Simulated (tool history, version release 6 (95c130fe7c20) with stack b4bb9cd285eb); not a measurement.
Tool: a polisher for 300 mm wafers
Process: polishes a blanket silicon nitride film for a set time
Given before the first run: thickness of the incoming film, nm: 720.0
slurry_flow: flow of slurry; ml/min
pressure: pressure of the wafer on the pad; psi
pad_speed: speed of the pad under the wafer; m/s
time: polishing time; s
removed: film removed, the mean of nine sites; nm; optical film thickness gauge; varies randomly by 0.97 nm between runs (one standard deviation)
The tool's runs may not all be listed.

run    day  slurry_flow  pressure  pad_speed  time  removed
  1      0          310       3.4        1.4    54   100.58
  2  0.117          310         3       1.38    54   91.311
  3  0.296          310         3       1.16    54   82.444
  4  0.621          310         3       1.48    54   91.513
  5  0.871          370         3       1.48    54   94.812
  6  0.996          370       2.6       1.46    54   81.941

For run 7, what comes out?
  7  1.367          370       2.4       1.44    54        ?

{"run 7": {"removed": 76.792}}
